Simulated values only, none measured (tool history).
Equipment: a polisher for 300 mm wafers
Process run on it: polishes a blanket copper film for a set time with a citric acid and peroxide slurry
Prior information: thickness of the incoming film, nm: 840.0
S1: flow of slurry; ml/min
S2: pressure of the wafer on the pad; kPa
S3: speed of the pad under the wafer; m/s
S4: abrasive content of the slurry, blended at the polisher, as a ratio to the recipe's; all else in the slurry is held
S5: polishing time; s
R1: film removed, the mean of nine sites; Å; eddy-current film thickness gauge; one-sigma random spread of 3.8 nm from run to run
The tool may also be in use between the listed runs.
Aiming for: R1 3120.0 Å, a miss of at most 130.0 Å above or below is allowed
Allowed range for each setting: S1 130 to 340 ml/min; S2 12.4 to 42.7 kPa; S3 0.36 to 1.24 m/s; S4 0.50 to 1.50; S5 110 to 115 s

run  hour   S1    S2    S3    S4   S5      R1
  1   0.0  220  27.6  0.80  1.00  110  2472.5
  2   6.7  220  25.5  0.80  1.00  110  2365.2
  3  13.4  220  21.4  0.80  1.00  110  2003.8
  4  19.5  220  21.4  0.80  1.00  110  2008.8
  5  28.3  220  21.4  0.62  1.00  110  1587.6
  6  30.5  175  21.4  0.62  1.00  110  1528.1
  7  33.3  180  26.2  0.62  1.00  110  1844.6
  8  37.7  185  29.6  0.62  1.00  110  2059.5
  9  38.4  190  32.4  0.62  1.00  110  2290.2
 10  44.6  195  34.5  0.62  1.00  110  2433.6
 11  49.6  195  36.5  0.62  1.00  110  2525.4
 12  58.1  195  37.9  0.62  1.00  110  2641.4
 13  61.1  195  37.9  0.62  1.00  110  2573.5
 14  63.8  195  39.3  0.64  1.00  110  2800.2
 15  70.9  195  40.0  0.64  1.00  110  2814.4

Of the 5 settings listed for the next run, only one would bring every result within its allowed miss of target. Which one?
  A  78.0  195  35.2  0.72  0.90  112   ?
  B  78.0  185  38.6  0.70  1.10  115   ?
  C  78.0  140  37.2  0.62  1.10  110   ?
  D  78.0  200  37.9  0.64  0.95  111   ?
  E  78.0  195  31.0  0.60  1.40  115   ?

move      R1
   A  2769.4
   B  3107.5
   C  2448.9
   D  2684.9
   E  2351.0
A: its largest miss is bigger than the last run's
B: all results land within tolerance of their targets
C: its largest miss is bigger than the last run's
D: its largest miss is bigger than the last run's
E: its largest miss is bigger than the last run's
Answer: B
